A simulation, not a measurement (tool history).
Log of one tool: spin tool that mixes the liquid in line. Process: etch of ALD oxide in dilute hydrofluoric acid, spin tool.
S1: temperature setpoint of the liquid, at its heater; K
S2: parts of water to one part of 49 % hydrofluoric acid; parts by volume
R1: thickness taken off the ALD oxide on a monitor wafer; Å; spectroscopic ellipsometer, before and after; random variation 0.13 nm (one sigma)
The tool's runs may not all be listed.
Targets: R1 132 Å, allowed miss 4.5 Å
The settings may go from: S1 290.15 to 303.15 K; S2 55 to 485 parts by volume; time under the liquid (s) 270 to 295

{"run": 1, "hour": 0.0, "S1": 295.15, "S2": 270, "time under the liquid (s)": 270, "R1": 93.132}
{"run": 2, "hour": 8.5, "S1": 296.15, "S2": 265, "time under the liquid (s)": 270, "R1": 99.187}
{"run": 3, "hour": 13.9, "S1": 296.65, "S2": 265, "time under the liquid (s)": 270, "R1": 101.86}
{"run": 4, "hour": 19.0, "S1": 298.65, "S2": 265, "time under the liquid (s)": 270, "R1": 108.16}
{"run": 5, "hour": 21.8, "S1": 298.65, "S2": 210, "time under the liquid (s)": 270, "R1": 146.9}
{"run": 6, "hour": 25.5, "S1": 298.15, "S2": 210, "time under the liquid (s)": 270, "R1": 143.58}
{"run": 7, "hour": 29.2, "S1": 298.15, "S2": 210, "time under the liquid (s)": 270, "R1": 143.8}
{"run": 8, "hour": 33.7, "S1": 297.15, "S2": 210, "time under the liquid (s)": 270, "R1": 138.94}

Which of these 5 next moves meets every target?
{"run": "A", "hour": 38.2, "S1": 296.65, "S2": 240, "time under the liquid (s)": 290, "R1": "?"}
{"run": "B", "hour": 38.2, "S1": 295.65, "S2": 215, "time under the liquid (s)": 285, "R1": "?"}
{"run": "C", "hour": 38.2, "S1": 295.15, "S2": 220, "time under the liquid (s)": 270, "R1": "?"}
{"run": "D", "hour": 38.2, "S1": 298.65, "S2": 215, "time under the liquid (s)": 280, "R1": "?"}
{"run": "E", "hour": 38.2, "S1": 295.65, "S2": 210, "time under the liquid (s)": 295, "R1": "?"}

move=A R1=124.56
move=B R1=135.12
move=C R1=122.17
move=D R1=148.16
move=E R1=143.93
A: takes the result that was furthest off past its target
B: meets every target
C: takes the result that was furthest off past its target
D: further off than the last run
E: further off than the last run
The right move is B.

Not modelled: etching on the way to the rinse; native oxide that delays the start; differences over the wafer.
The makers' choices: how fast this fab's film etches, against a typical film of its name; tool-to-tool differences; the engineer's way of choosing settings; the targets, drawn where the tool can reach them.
